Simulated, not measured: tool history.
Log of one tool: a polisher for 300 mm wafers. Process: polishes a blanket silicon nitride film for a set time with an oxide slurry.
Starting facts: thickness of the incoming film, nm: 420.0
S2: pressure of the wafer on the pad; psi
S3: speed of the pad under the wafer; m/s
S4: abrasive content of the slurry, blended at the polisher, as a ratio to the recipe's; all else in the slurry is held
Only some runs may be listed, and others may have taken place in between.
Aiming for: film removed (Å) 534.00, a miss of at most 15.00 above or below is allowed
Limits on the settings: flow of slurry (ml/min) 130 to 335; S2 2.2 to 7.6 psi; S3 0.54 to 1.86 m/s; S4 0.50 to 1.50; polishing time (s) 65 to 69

Run 1, day 0.000: flow of slurry (ml/min) 215, S2 4.9 psi, S3 1.18 m/s, S4 1.00, polishing time (s) 65. Result: film removed (Å) 639.60.
Run 2, day 0.212: flow of slurry (ml/min) 210, S2 4.7 psi, S3 1.18 m/s, S4 1.00, polishing time (s) 65. Result: film removed (Å) 612.94.
Run 3, day 0.362: flow of slurry (ml/min) 255, S2 4.7 psi, S3 1.18 m/s, S4 1.00, polishing time (s) 65. Result: film removed (Å) 622.00.
Run 4, day 0.492: flow of slurry (ml/min) 255, S2 4.5 psi, S3 1.18 m/s, S4 1.00, polishing time (s) 65. Result: film removed (Å) 599.08.
Run 5, day 0.633: flow of slurry (ml/min) 290, S2 4.5 psi, S3 1.18 m/s, S4 1.00, polishing time (s) 65. Result: film removed (Å) 601.79.
Run 6, day 1.000: flow of slurry (ml/min) 290, S2 4.3 psi, S3 1.18 m/s, S4 1.00, polishing time (s) 65. Result: film removed (Å) 579.44.
Run 7, day 1.342: flow of slurry (ml/min) 290, S2 4.2 psi, S3 1.18 m/s, S4 1.00, polishing time (s) 65. Result: film removed (Å) 560.51.
Run 8, day 1.462: flow of slurry (ml/min) 290, S2 4.1 psi, S3 1.18 m/s, S4 1.00, polishing time (s) 65. Result: film removed (Å) 557.15.
Run 9, day 1.817: flow of slurry (ml/min) 290, S2 4.1 psi, S3 1.18 m/s, S4 1.00, polishing time (s) 65. Result: film removed (Å) 553.59.

5 candidate next runs follow, results not yet known. Just one meets every target within its allowed miss. Identify it.
Run A, day 2.171: flow of slurry (ml/min) 295, S2 4.1 psi, S3 1.00 m/s, S4 1.15, polishing time (s) 69. Result: film removed (Å) ?.
Run B, day 2.171: flow of slurry (ml/min) 250, S2 4.3 psi, S3 1.10 m/s, S4 0.85, polishing time (s) 69. Result: film removed (Å) ?.
Run C, day 2.171: flow of slurry (ml/min) 325, S2 3.8 psi, S3 1.52 m/s, S4 0.90, polishing time (s) 68. Result: film removed (Å) ?.
Run D, day 2.171: flow of slurry (ml/min) 190, S2 4.2 psi, S3 1.36 m/s, S4 0.95, polishing time (s) 65. Result: film removed (Å) ?.
Run E, day 2.171: flow of slurry (ml/min) 265, S2 4.2 psi, S3 1.20 m/s, S4 1.00, polishing time (s) 66. Result: film removed (Å) ?.

move  film removed (Å)
   A            590.50
   B            529.80
   C            578.68
   D            567.21
   E            576.95
A: the biggest miss grows against the last run
B: in spec on every target
C: the biggest miss grows against the last run
D: the biggest miss grows against the last run
E: the biggest miss grows against the last run
Go with B: it meets all targets.
